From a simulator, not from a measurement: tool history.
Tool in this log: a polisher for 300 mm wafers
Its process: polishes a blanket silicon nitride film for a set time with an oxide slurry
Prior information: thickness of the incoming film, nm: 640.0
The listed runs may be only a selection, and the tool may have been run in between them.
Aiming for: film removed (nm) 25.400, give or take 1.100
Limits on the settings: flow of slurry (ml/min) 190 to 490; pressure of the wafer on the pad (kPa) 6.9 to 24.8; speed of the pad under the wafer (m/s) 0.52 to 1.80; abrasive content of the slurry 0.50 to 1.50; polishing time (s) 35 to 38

run,hour,flow of slurry (ml/min),pressure of the wafer on the pad (kPa),speed of the pad under the wafer (m/s),abrasive content of the slurry,polishing time (s),film removed (nm)
1,0.0,315,15.9,1.16,1.00,38,15.582
2,3.8,315,15.9,1.16,1.00,35,14.135
3,4.7,315,13.8,1.16,1.00,35,12.256
4,12.3,315,15.2,1.16,1.00,35,13.044
5,18.7,315,16.5,1.16,1.00,35,14.384
6,19.5,315,16.5,1.06,1.00,35,13.458
7,21.7,315,17.9,1.08,1.00,35,14.936
8,24.7,315,18.6,1.10,1.00,35,15.631
9,29.2,315,19.3,1.12,1.00,35,16.209
10,33.1,315,20.0,1.16,1.00,35,17.152

Which one of the following 5 next-run settings gets every result inside its allowed miss? There is exactly one.
A,37.0,260,18.6,1.68,1.20,35,?
B,37.0,405,22.1,1.38,0.85,38,?
C,37.0,210,21.4,1.52,0.95,36,?
D,37.0,390,24.8,1.30,1.05,36,?
E,37.0,375,22.1,1.54,1.15,38,?

move,film removed (nm)
A,23.098
B,22.442
C,21.947
D,25.128
E,28.091
A: better than the last run, though not everything is in spec
B: better than the last run, though not everything is in spec
C: better than the last run, though not everything is in spec
D: all results in spec
E: moves the result that the last run missed by most past its target, out the other side
So the answer is move D, the one that meets all the targets.

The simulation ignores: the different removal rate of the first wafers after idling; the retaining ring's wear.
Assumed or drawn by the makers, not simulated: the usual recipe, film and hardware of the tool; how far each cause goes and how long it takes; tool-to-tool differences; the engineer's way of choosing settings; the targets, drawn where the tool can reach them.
